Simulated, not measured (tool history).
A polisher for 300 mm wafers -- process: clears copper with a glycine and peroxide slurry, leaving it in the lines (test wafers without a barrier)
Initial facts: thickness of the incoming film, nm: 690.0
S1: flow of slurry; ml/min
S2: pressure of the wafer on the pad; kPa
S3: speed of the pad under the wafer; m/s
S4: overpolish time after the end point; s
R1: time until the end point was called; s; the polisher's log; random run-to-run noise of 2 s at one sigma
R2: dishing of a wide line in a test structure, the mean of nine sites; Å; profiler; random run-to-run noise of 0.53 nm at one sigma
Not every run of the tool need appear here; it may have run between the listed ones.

run  hour   S1    S2    S3  S4      R1      R2
  1     0  145  17.9  0.92  16  150.52  441.87
  2   2.5  145  14.5  0.92  16  169.67  410.24
  3   3.5  145  14.5  0.72  16  187.19  374.16
  4   5.5  145  13.8  0.72  14  190.62  316.84
  5    10  140  13.1  0.72  13  198.32  293.28
  6  16.9  140  17.2  0.72  13  173.27  351.26
  7  20.4  135  15.9  0.72  12  183.12  305.86
  8  24.7  130  15.2  0.72  11  190.26  284.45

Run 9 comes next. What will it give?
  9  33.4  125  14.5  0.72  10   ?   ?

Run 9 gave R1 195.74 s, R2 239.18 Å.
